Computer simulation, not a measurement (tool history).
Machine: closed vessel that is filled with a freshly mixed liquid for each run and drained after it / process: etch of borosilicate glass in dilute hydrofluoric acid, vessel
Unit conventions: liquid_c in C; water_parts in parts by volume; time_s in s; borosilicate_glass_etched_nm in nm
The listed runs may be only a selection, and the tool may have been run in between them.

run	hour	liquid_c	water_parts	time_s	borosilicate_glass_etched_nm
1	0	24	170	105	18.207
2	6.8	27	170	105	20.129
3	15.8	27	110	105	33.865
4	19.5	27	110	105	33.664
5	25.3	27.5	110	105	34.368
6	27.5	28	110	105	34.956

Run 7 comes next. What will it give?
7	35.6	28.5	110	105	?

{"run 7": {"borosilicate_glass_etched_nm": 35.726}}
